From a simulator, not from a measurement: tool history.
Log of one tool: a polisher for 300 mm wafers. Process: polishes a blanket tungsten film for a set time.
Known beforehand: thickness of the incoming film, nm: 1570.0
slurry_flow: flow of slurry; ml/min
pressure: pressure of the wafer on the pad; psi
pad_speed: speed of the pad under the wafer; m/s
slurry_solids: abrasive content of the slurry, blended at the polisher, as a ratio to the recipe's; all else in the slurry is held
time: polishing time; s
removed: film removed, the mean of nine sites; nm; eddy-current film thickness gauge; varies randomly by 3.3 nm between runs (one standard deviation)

| run | hour | slurry_flow | pressure | pad_speed | slurry_solids | time | removed |
|---|---|---|---|---|---|---|---|
| 1 | 0.0 | 155 | 3.8 | 1.12 | 1.00 | 48 | 314.56 |
| 2 | 2.7 | 155 | 3.8 | 0.84 | 1.00 | 48 | 244.80 |
| 3 | 9.9 | 155 | 3.8 | 0.84 | 1.00 | 48 | 245.27 |
| 4 | 16.2 | 155 | 3.8 | 0.84 | 1.10 | 48 | 254.30 |
| 5 | 20.2 | 155 | 4.5 | 0.84 | 1.10 | 48 | 281.10 |
| 6 | 23.3 | 155 | 4.5 | 0.84 | 0.95 | 48 | 267.88 |
| 7 | 30.0 | 160 | 4.8 | 0.86 | 0.95 | 48 | 293.56 |
| 8 | 31.1 | 170 | 5.0 | 0.86 | 0.95 | 48 | 303.19 |

Run 9, settings as shown, results not yet in. Your forecast:
| 9 | 39.7 | 170 | 5.2 | 0.88 | 0.95 | 48 | ? |

{"run 9": {"removed": 316.53}}
